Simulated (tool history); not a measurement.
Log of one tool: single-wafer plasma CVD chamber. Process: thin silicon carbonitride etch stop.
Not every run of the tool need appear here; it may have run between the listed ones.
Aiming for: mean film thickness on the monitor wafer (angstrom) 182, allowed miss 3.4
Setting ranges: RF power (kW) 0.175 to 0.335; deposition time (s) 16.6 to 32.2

| run | hour | RF power (kW) | deposition time (s) | mean film thickness on the monitor wafer (angstrom) |
|---|---|---|---|---|
| 1 | 0 | 0.255 | 24.4 | 159.09 |
| 2 | 4.2 | 0.255 | 25.8 | 168.5 |
| 3 | 6.8 | 0.255 | 22.5 | 146.37 |
| 4 | 7.6 | 0.255 | 19.5 | 126.92 |
| 5 | 13.3 | 0.27 | 19.5 | 128.68 |
| 6 | 20.3 | 0.28 | 21 | 139.56 |
| 7 | 27.2 | 0.29 | 22.1 | 149.84 |
| 8 | 29.1 | 0.3 | 22.8 | 155.56 |
| 9 | 36.5 | 0.305 | 23.4 | 161.51 |
| 10 | 41.2 | 0.31 | 23.8 | 165.16 |

5 next moves are on the table. One of them brings every result within its allowed miss. Which?
| A | 45.9 | 0.315 | 27.5 | ? |
| B | 45.9 | 0.32 | 25 | ? |
| C | 45.9 | 0.295 | 28.3 | ? |
| D | 45.9 | 0.265 | 26.1 | ? |
| E | 45.9 | 0.335 | 25.8 | ? |

| move | mean film thickness on the monitor wafer (angstrom) |
|---|---|
| A | 190.8 |
| B | 174.21 |
| C | 192.8 |
| D | 172.62 |
| E | 182.1 |
A: carries the result that was furthest off beyond its target, to the other side
B: an improvement on the last run, though not all results are within tolerance
C: carries the result that was furthest off beyond its target, to the other side
D: an improvement on the last run, though not all results are within tolerance
E: hits every target within its allowed miss
Answer: E
